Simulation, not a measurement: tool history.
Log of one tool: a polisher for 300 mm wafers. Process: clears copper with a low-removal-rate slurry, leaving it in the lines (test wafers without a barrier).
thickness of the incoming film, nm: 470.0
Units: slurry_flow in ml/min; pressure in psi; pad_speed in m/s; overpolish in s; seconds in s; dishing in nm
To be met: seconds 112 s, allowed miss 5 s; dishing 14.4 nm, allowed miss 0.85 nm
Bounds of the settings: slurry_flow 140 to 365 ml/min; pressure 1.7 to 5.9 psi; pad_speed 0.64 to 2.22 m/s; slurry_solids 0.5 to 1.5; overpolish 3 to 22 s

{"run": 1, "hour": 0.0, "slurry_flow": 235, "pressure": 3.8, "pad_speed": 1.42, "slurry_solids": 1, "overpolish": 11, "seconds": 97.671, "dishing": 40.927}
{"run": 2, "hour": 3.4, "slurry_flow": 235, "pressure": 3.6, "pad_speed": 1.44, "slurry_solids": 1, "overpolish": 10, "seconds": 103.37, "dishing": 34.819}
{"run": 3, "hour": 6.1, "slurry_flow": 235, "pressure": 3.6, "pad_speed": 1.44, "slurry_solids": 1.15, "overpolish": 10, "seconds": 98.015, "dishing": 36.786}
{"run": 4, "hour": 14.5, "slurry_flow": 230, "pressure": 3.3, "pad_speed": 1.5, "slurry_solids": 1.15, "overpolish": 9, "seconds": 102.81, "dishing": 32.007}
{"run": 5, "hour": 20.0, "slurry_flow": 230, "pressure": 3.3, "pad_speed": 1.82, "slurry_solids": 1.15, "overpolish": 9, "seconds": 85.747, "dishing": 38.461}
{"run": 6, "hour": 25.6, "slurry_flow": 230, "pressure": 3.3, "pad_speed": 1.58, "slurry_solids": 1.15, "overpolish": 9, "seconds": 96.641, "dishing": 33.475}
{"run": 7, "hour": 29.3, "slurry_flow": 215, "pressure": 3.1, "pad_speed": 1.62, "slurry_solids": 1.2, "overpolish": 8, "seconds": 102.67, "dishing": 30.587}
{"run": 8, "hour": 32.6, "slurry_flow": 235, "pressure": 2.9, "pad_speed": 1.62, "slurry_solids": 1.25, "overpolish": 7, "seconds": 105.73, "dishing": 24.713}
{"run": 9, "hour": 38.8, "slurry_flow": 250, "pressure": 2.8, "pad_speed": 1.62, "slurry_solids": 1.25, "overpolish": 7, "seconds": 111.16, "dishing": 24.536}

Which of these 5 next moves meets every target?
{"run": "A", "hour": 45.0, "slurry_flow": 190, "pressure": 3.1, "pad_speed": 1.58, "slurry_solids": 1, "overpolish": 4, "seconds": "?", "dishing": "?"}
{"run": "B", "hour": 45.0, "slurry_flow": 300, "pressure": 2.4, "pad_speed": 1.88, "slurry_solids": 1.2, "overpolish": 11, "seconds": "?", "dishing": "?"}
{"run": "C", "hour": 45.0, "slurry_flow": 280, "pressure": 2.8, "pad_speed": 1.66, "slurry_solids": 1, "overpolish": 10, "seconds": "?", "dishing": "?"}
{"run": "D", "hour": 45.0, "slurry_flow": 240, "pressure": 2.8, "pad_speed": 1.5, "slurry_solids": 1.3, "overpolish": 14, "seconds": "?", "dishing": "?"}
{"run": "E", "hour": 45.0, "slurry_flow": 195, "pressure": 2.2, "pad_speed": 2.04, "slurry_solids": 1.3, "overpolish": 8, "seconds": "?", "dishing": "?"}

move=A seconds=108.74 dishing=14.621
move=B seconds=106.68 dishing=35.746
move=C seconds=108.76 dishing=32.764
move=D seconds=115.47 dishing=40.87
move=E seconds=110.8 dishing=26.536
A: meets every target
B: further off than the last run
C: further off than the last run
D: further off than the last run
E: further off than the last run
Answer: A
